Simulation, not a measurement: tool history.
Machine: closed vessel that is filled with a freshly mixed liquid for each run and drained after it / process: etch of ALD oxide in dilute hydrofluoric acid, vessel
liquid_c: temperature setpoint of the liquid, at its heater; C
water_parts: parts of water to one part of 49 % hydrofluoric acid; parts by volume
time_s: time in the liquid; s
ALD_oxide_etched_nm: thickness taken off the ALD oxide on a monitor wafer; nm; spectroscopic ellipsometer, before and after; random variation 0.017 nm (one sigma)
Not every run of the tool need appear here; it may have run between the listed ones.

{"run": 1, "day": 0.0, "liquid_c": 23, "water_parts": 245, "time_s": 185, "ALD_oxide_etched_nm": 8.3963}
{"run": 2, "day": 0.088, "liquid_c": 23, "water_parts": 245, "time_s": 140, "ALD_oxide_etched_nm": 6.3245}
{"run": 3, "day": 0.362, "liquid_c": 21.5, "water_parts": 255, "time_s": 140, "ALD_oxide_etched_nm": 5.7113}
{"run": 4, "day": 0.671, "liquid_c": 20, "water_parts": 255, "time_s": 140, "ALD_oxide_etched_nm": 5.4127}
{"run": 5, "day": 0.788, "liquid_c": 22.5, "water_parts": 255, "time_s": 140, "ALD_oxide_etched_nm": 5.9468}
{"run": 6, "day": 0.875, "liquid_c": 22.5, "water_parts": 170, "time_s": 140, "ALD_oxide_etched_nm": 9.6335}

Run 7, settings as shown, results not yet in. Your forecast:
{"run": 7, "day": 1.238, "liquid_c": 21, "water_parts": 200, "time_s": 140, "ALD_oxide_etched_nm": "?"}

{"run 7": {"ALD_oxide_etched_nm": 7.5669}}
